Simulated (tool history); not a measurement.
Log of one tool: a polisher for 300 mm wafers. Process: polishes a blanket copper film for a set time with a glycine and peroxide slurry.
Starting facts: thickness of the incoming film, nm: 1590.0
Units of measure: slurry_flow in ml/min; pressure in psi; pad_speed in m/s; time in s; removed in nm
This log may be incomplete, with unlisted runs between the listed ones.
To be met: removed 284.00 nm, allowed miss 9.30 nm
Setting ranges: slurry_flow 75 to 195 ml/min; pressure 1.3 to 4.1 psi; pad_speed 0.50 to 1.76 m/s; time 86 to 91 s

run	day	slurry_flow	pressure	pad_speed	time	removed
1	0.000	125	2.7	1.12	86	481.78
2	0.375	125	3.2	1.12	86	534.68
3	0.692	120	2.7	1.06	86	454.92
4	0.762	150	2.7	1.06	86	478.42
5	0.892	140	2.3	1.02	86	407.35
6	1.079	140	2.3	1.16	86	458.74
7	1.167	130	2.0	1.10	86	392.02
8	1.388	120	1.8	1.08	86	354.06
9	1.717	110	1.7	1.08	86	338.05
10	1.779	105	1.6	1.08	86	318.27
11	2.108	100	1.5	1.08	86	296.95
12	2.333	100	1.5	1.08	86	305.30
13	2.462	95	1.5	1.08	86	295.88

Exercise: of the 5 proposed moves below, exactly one satisfies all targets within the stated allowed misses. Which move is it?
A	2.592	100	1.3	1.12	86	?
B	2.592	80	1.3	1.14	86	?
C	2.592	75	1.3	1.16	86	?
D	2.592	95	1.5	1.12	89	?
E	2.592	75	1.7	0.96	86	?

move	removed
A	286.67
B	263.99
C	258.99
D	312.86
E	258.07
A: every result within its allowed miss
B: carries the result that was furthest off beyond its target, to the other side
C: carries the result that was furthest off beyond its target, to the other side
D: its largest miss is bigger than the last run's
E: carries the result that was furthest off beyond its target, to the other side
A meets every target.

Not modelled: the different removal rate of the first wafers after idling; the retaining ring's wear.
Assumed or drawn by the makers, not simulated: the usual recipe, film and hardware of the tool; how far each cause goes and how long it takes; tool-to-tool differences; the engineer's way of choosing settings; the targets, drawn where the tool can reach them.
